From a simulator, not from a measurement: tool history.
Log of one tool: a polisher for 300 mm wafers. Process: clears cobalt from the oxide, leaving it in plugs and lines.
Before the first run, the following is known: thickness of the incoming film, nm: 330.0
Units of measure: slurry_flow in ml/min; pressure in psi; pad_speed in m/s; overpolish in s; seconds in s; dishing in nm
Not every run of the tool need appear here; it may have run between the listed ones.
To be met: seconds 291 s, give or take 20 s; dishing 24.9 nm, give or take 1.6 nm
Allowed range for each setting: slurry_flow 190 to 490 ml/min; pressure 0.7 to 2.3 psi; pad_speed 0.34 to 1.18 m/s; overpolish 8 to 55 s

run,hour,slurry_flow,pressure,pad_speed,overpolish,seconds,dishing
1,0,315,1.5,0.76,28,135.56,35.263
2,2.9,365,1.5,0.76,28,135.83,34.617
3,9.7,365,1.4,0.74,28,149.45,33.366
4,12.6,365,1.4,0.74,35,145.93,37.983
5,16.2,365,1.2,0.74,35,175.09,34.815
6,18.9,365,1.1,0.72,34,194.84,32.249
7,24,365,1,0.72,33,210.64,30.655
8,30.2,365,1,0.72,32,206.03,30.85

Below are 5 possible settings for the next run. Only one of them brings all results inside the allowed miss of their targets. Which is it?
A,36.4,345,0.9,0.58,30,?,?
B,36.4,395,0.7,0.68,25,?,?
C,36.4,285,0.7,0.76,55,?,?
D,36.4,330,0.8,0.52,43,?,?
E,36.4,300,0.7,0.68,53,?,?

move,seconds,dishing
A,279.35,24.497
B,304.9,20.425
C,284.17,33.701
D,344.46,27.034
E,312.1,31.845
A: in spec on every target
B: gets the furthest-off result to its target, but another result is out of tolerance
C: gets the furthest-off result to its target, but another result is out of tolerance
D: takes the biggest miss from the last run beyond its target
E: takes the biggest miss from the last run beyond its target
The right move is A.

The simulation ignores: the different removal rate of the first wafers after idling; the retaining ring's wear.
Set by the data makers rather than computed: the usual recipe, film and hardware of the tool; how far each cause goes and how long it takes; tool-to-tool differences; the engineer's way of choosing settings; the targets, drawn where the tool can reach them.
